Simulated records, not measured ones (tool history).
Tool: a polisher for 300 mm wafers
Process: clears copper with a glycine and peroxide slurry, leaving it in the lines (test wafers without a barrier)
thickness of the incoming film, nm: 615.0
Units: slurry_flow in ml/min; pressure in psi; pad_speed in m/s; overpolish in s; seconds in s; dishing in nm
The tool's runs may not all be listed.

run	hour	slurry_flow	pressure	pad_speed	overpolish	seconds	dishing
1	0	270	3	1.14	13	102.91	57.344
2	0.8	270	3	1.14	17	100.74	71.902
3	9.5	270	3	1.3	17	95.115	78.715
4	18.5	270	3	1.04	17	104.58	71.841
5	19.1	270	3	1.22	17	96.312	78.258
6	27.3	270	3	1.2	14	95.583	67.368
7	31.4	270	2.9	1.16	11	103.89	51.716

Run 8 comes next. What will it give?
8	34.6	270	2.9	1.14	9	?	?

seconds: 104.94 s
dishing: 41.354 nm
